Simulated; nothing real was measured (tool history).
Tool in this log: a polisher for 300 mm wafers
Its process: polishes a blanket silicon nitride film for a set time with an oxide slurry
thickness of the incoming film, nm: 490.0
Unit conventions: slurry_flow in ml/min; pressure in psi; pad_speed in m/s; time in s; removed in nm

| run | day | slurry_flow | pressure | pad_speed | slurry_solids | time | removed |
|---|---|---|---|---|---|---|---|
| 1 | 0 | 195 | 2.4 | 0.84 | 1 | 79 | 30.222 |
| 2 | 0.354 | 195 | 2.2 | 0.78 | 1 | 79 | 26.406 |
| 3 | 0.458 | 195 | 2 | 0.72 | 1 | 79 | 23.172 |
| 4 | 0.533 | 195 | 1.8 | 0.66 | 1 | 79 | 19.641 |
| 5 | 0.675 | 195 | 2 | 0.66 | 1 | 79 | 21.767 |
| 6 | 0.842 | 155 | 2 | 0.66 | 1 | 79 | 21.082 |

Run 7 comes next. What will it give?
| 7 | 0.996 | 155 | 1.8 | 0.62 | 1 | 79 | ? |

Run 7 came out at removed 18.481 nm.
